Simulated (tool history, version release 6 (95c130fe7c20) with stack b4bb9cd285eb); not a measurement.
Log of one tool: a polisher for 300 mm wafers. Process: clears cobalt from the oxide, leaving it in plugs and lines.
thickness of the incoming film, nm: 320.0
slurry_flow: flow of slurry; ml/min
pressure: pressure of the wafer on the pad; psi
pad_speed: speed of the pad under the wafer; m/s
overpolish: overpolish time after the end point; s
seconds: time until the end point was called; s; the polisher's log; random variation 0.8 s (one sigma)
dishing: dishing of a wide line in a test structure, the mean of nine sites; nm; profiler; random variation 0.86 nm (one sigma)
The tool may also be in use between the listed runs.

run,hour,slurry_flow,pressure,pad_speed,overpolish,seconds,dishing
1,0.0,220,1.4,0.94,30,73.763,40.216
2,5.1,220,1.1,0.94,30,91.161,37.316
3,7.9,220,1.4,0.98,26,68.479,38.526
4,16.7,220,1.4,0.76,26,90.160,34.821
5,17.4,220,1.5,0.76,26,85.560,36.018
6,19.4,220,1.7,0.82,25,68.749,37.903
7,25.1,220,1.9,0.86,24,58.690,39.822
8,30.1,220,2.0,0.88,23,56.476,40.255
9,37.4,220,2.1,0.92,22,49.703,39.970

Forecast run 10:
10,39.2,220,2.1,0.94,23,?,?

seconds: 48.525 s
dishing: 40.771 nm

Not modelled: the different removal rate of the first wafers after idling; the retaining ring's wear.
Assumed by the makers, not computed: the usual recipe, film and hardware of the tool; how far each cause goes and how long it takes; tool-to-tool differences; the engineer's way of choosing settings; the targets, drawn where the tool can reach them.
